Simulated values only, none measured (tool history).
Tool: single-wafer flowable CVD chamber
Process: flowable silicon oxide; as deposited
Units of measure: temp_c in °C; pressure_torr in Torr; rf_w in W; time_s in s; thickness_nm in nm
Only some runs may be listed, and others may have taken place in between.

Run 1, hour 0.0: temp_c 95 °C, pressure_torr 0.747 Torr, rf_w 2430 W, time_s 562 s. Result: thickness_nm 370.34 nm.
Run 2, hour 1.9: temp_c 90 °C, pressure_torr 0.749 Torr, rf_w 2430 W, time_s 562 s. Result: thickness_nm 450.34 nm.
Run 3, hour 7.8: temp_c 90 °C, pressure_torr 0.749 Torr, rf_w 2430 W, time_s 579 s. Result: thickness_nm 457.15 nm.
Run 4, hour 16.5: temp_c 87 °C, pressure_torr 0.750 Torr, rf_w 2430 W, time_s 579 s. Result: thickness_nm 521.71 nm.
Run 5, hour 20.7: temp_c 87 °C, pressure_torr 0.750 Torr, rf_w 2430 W, time_s 579 s. Result: thickness_nm 519.49 nm.
At hour 22.0: capacitance manometer re-zeroed and calibrated.
Run 6, hour 22.0: temp_c 85 °C, pressure_torr 0.750 Torr, rf_w 2430 W, time_s 579 s. Result: thickness_nm 531.04 nm.

The next listed run, before its measurement:
Run 7, hour 24.7: temp_c 83 °C, pressure_torr 0.751 Torr, rf_w 2430 W, time_s 579 s. Result: thickness_nm ?.

thickness_nm: 576.10 nm
